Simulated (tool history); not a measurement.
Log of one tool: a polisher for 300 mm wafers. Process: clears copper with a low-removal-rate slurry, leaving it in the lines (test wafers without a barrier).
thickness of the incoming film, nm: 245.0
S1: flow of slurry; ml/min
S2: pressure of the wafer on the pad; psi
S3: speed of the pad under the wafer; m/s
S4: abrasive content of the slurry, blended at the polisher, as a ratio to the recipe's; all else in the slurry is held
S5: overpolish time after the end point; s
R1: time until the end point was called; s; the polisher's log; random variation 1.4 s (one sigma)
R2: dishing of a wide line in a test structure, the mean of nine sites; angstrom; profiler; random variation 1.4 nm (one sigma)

run,hour,S1,S2,S3,S4,S5,R1,R2
1,0.0,205,2.0,0.90,1.00,28,127.49,303.50
2,2.2,205,2.0,0.90,0.85,28,139.59,294.18
3,4.1,205,2.2,0.94,0.85,29,119.54,334.79
4,6.5,205,2.2,0.94,0.85,41,119.87,408.25
5,12.4,205,2.0,0.94,0.85,41,128.92,384.51
6,19.8,205,2.5,0.94,0.85,41,108.76,474.31

The next listed run, before its measurement:
7,22.7,205,2.6,0.98,0.85,39,?,?

Run 7 gave R1 100.70 s, R2 476.50 angstrom.
